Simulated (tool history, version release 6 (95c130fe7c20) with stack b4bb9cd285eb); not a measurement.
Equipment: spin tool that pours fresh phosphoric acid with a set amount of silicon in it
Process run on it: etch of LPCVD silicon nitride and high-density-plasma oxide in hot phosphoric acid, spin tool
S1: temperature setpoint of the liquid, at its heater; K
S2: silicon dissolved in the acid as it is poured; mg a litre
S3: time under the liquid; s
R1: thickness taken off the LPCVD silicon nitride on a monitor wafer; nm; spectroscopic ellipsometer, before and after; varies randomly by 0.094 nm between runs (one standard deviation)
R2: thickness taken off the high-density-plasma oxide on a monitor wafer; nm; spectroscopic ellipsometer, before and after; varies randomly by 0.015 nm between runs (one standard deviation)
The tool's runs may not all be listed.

run,hour,S1,S2,S3,R1,R2
1,0,433.15,13.5,180,16.003,0.42115
2,5.9,432.65,13.5,165,14.737,0.40053
3,14.5,432.65,14.5,150,13.149,0.33872
4,17,432.65,14.5,220,19.691,0.53866
5,20.4,434.15,14.5,220,20.435,0.57681
6,24.5,434.15,6.5,220,20.258,0.62825
7,26.7,433.65,7.5,195,17.819,0.59588
8,34.2,433.15,9,175,15.754,0.53381
9,41.7,433.15,11,160,14.416,0.38473
10,42.5,432.65,11,145,12.664,0.35886

Run 11, settings as shown, results not yet in. Your forecast:
11,45.9,432.15,11.5,140,?,?

R1: 12.094 nm
R2: 0.32044 nm

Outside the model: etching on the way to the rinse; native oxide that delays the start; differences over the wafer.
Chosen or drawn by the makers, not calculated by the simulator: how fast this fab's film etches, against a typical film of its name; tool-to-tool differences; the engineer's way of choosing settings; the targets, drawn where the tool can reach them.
